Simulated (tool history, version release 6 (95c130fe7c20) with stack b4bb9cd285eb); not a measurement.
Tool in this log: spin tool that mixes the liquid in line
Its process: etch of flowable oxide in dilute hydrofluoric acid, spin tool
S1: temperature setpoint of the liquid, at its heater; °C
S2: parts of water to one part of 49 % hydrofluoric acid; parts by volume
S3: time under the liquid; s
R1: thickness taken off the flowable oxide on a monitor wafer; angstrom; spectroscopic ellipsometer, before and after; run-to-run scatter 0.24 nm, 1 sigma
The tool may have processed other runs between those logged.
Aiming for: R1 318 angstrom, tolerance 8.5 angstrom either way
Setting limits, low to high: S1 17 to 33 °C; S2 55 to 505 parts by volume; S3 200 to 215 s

| run | hour | S1 | S2 | S3 | R1 |
|---|---|---|---|---|---|
| 1 | 0 | 25 | 280 | 200 | 170.31 |
| 2 | 6 | 26 | 270 | 200 | 183.5 |
| 3 | 7.8 | 28.5 | 270 | 200 | 200.19 |
| 4 | 9 | 28.5 | 270 | 200 | 197.81 |
| 5 | 10.8 | 28.5 | 270 | 215 | 216.45 |
|  | 13.8 | hydrofluoric acid flow meter replaced |
| 6 | 13.8 | 29 | 265 | 215 | 262.34 |
| 7 | 22.2 | 29.5 | 265 | 215 | 266.71 |
| 8 | 26.5 | 30 | 265 | 215 | 271.17 |

Below are 5 possible settings for the next run. Only one of them brings all results inside the allowed miss of their targets. Which is it?
| A | 30.8 | 32.5 | 245 | 200 | ? |
| B | 30.8 | 31 | 240 | 215 | ? |
| C | 30.8 | 32.5 | 250 | 200 | ? |
| D | 30.8 | 30.5 | 250 | 215 | ? |
| E | 30.8 | 33 | 265 | 215 | ? |

| move | R1 |
|---|---|
| A | 299.29 |
| B | 314.56 |
| C | 291.52 |
| D | 293.53 |
| E | 295 |
A: moves toward the targets from the last run without getting all of them in spec
B: every result lands within tolerance
C: moves toward the targets from the last run without getting all of them in spec
D: moves toward the targets from the last run without getting all of them in spec
E: moves toward the targets from the last run without getting all of them in spec
The right move is B.

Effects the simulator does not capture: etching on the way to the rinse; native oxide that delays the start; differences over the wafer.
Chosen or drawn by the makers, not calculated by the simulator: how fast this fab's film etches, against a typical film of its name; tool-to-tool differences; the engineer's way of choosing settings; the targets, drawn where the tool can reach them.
